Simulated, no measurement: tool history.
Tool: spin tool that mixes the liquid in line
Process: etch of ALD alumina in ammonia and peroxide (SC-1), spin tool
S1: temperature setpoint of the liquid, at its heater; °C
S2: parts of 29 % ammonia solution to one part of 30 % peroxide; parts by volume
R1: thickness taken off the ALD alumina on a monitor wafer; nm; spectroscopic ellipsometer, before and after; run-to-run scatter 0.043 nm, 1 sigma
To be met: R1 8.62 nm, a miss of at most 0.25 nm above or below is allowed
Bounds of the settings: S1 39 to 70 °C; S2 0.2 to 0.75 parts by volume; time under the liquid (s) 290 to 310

Run 1, hour 0: S1 55 °C, S2 0.45 parts by volume, time under the liquid (s) 290. Result: R1 15.694 nm.
Run 2, hour 5.6: S1 55 °C, S2 0.45 parts by volume, time under the liquid (s) 290. Result: R1 15.903 nm.
Run 3, hour 12.3: S1 55 °C, S2 0.35 parts by volume, time under the liquid (s) 290. Result: R1 15.385 nm.
Run 4, hour 16.9: S1 55 °C, S2 0.35 parts by volume, time under the liquid (s) 290. Result: R1 15.391 nm.
Run 5, hour 23: S1 55 °C, S2 0.35 parts by volume, time under the liquid (s) 290. Result: R1 15.276 nm.
Run 6, hour 26.4: S1 58.5 °C, S2 0.35 parts by volume, time under the liquid (s) 290. Result: R1 18.508 nm.
Run 7, hour 27.6: S1 56.5 °C, S2 0.35 parts by volume, time under the liquid (s) 290. Result: R1 16.673 nm.
Run 8, hour 35.1: S1 55 °C, S2 0.35 parts by volume, time under the liquid (s) 290. Result: R1 15.331 nm.
Run 9, hour 37.2: S1 53.5 °C, S2 0.35 parts by volume, time under the liquid (s) 290. Result: R1 14.167 nm.
Run 10, hour 43.7: S1 52.5 °C, S2 0.35 parts by volume, time under the liquid (s) 290. Result: R1 13.342 nm.
Run 11, hour 45.1: S1 51.5 °C, S2 0.35 parts by volume, time under the liquid (s) 290. Result: R1 12.775 nm.
Run 12, hour 46.7: S1 50.5 °C, S2 0.35 parts by volume, time under the liquid (s) 290. Result: R1 12.015 nm.
Run 13, hour 52.6: S1 49.5 °C, S2 0.35 parts by volume, time under the liquid (s) 290. Result: R1 11.329 nm.
At hour 56.2: new drum of ammonia solution connected.
Run 14, hour 56.2: S1 49 °C, S2 0.35 parts by volume, time under the liquid (s) 290. Result: R1 11.074 nm.
Run 15, hour 57.4: S1 48.5 °C, S2 0.35 parts by volume, time under the liquid (s) 290. Result: R1 10.836 nm.
Run 16, hour 58.3: S1 48 °C, S2 0.35 parts by volume, time under the liquid (s) 290. Result: R1 10.633 nm.
Run 17, hour 67.2: S1 47.5 °C, S2 0.35 parts by volume, time under the liquid (s) 290. Result: R1 10.273 nm.
Run 18, hour 75.6: S1 43.5 °C, S2 0.35 parts by volume, time under the liquid (s) 290. Result: R1 8.2398 nm.

5 next moves are on the table. One of them brings every result within its allowed miss. Which?
Run A, hour 84: S1 42.5 °C, S2 0.4 parts by volume, time under the liquid (s) 290. Result: R1 ?.
Run B, hour 84: S1 43.5 °C, S2 0.3 parts by volume, time under the liquid (s) 310. Result: R1 ?.
Run C, hour 84: S1 42 °C, S2 0.35 parts by volume, time under the liquid (s) 310. Result: R1 ?.
Run D, hour 84: S1 42 °C, S2 0.35 parts by volume, time under the liquid (s) 290. Result: R1 ?.
Run E, hour 84: S1 43.5 °C, S2 0.25 parts by volume, time under the liquid (s) 295. Result: R1 ?.

move      R1
   A  7.8592
   B    8.66
   C  8.0573
   D  7.5375
   E  8.0985
A: its largest miss is bigger than the last run's
B: in spec on every target
C: its largest miss is bigger than the last run's
D: its largest miss is bigger than the last run's
E: its largest miss is bigger than the last run's
Correct choice: B, which meets every target
